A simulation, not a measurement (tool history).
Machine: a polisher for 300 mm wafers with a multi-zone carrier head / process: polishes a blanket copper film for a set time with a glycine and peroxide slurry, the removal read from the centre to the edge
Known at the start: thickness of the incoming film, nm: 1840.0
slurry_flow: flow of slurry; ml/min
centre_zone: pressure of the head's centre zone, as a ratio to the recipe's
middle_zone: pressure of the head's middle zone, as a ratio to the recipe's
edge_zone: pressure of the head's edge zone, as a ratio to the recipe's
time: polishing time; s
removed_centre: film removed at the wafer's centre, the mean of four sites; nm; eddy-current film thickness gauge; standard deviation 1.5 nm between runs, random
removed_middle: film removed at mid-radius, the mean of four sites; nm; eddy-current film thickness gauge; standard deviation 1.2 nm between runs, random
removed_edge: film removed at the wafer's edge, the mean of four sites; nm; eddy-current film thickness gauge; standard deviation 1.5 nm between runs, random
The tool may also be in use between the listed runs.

{"run": 1, "hour": 0.0, "slurry_flow": 275, "centre_zone": 1, "middle_zone": 1, "edge_zone": 1, "time": 36, "removed_centre": 159.44, "removed_middle": 157.97, "removed_edge": 159.32}
{"run": 2, "hour": 1.3, "slurry_flow": 275, "centre_zone": 1, "middle_zone": 1, "edge_zone": 1, "time": 28, "removed_centre": 125.41, "removed_middle": 123.95, "removed_edge": 123.96}
{"run": 3, "hour": 8.2, "slurry_flow": 275, "centre_zone": 1.01, "middle_zone": 0.97, "edge_zone": 0.99, "time": 27, "removed_centre": 122.19, "removed_middle": 115.79, "removed_edge": 120.76}
{"run": 4, "hour": 12.2, "slurry_flow": 275, "centre_zone": 1.01, "middle_zone": 0.97, "edge_zone": 0.99, "time": 23, "removed_centre": 99.888, "removed_middle": 99.05, "removed_edge": 104}
{"run": 5, "hour": 16.0, "slurry_flow": 275, "centre_zone": 1.01, "middle_zone": 0.97, "edge_zone": 0.92, "time": 23, "removed_centre": 101.12, "removed_middle": 100.48, "removed_edge": 97.669}
{"run": 6, "hour": 19.6, "slurry_flow": 280, "centre_zone": 1.03, "middle_zone": 0.96, "edge_zone": 0.94, "time": 23, "removed_centre": 103.67, "removed_middle": 96.984, "removed_edge": 101.05}

Run 7 has not been measured yet. What should we expect?
{"run": 7, "hour": 24.1, "slurry_flow": 300, "centre_zone": 1.13, "middle_zone": 0.97, "edge_zone": 0.98, "time": 24, "removed_centre": "?", "removed_middle": "?", "removed_edge": "?"}

Run 7 gave removed_centre 118.76 nm, removed_middle 102.42 nm, removed_edge 107.7 nm.
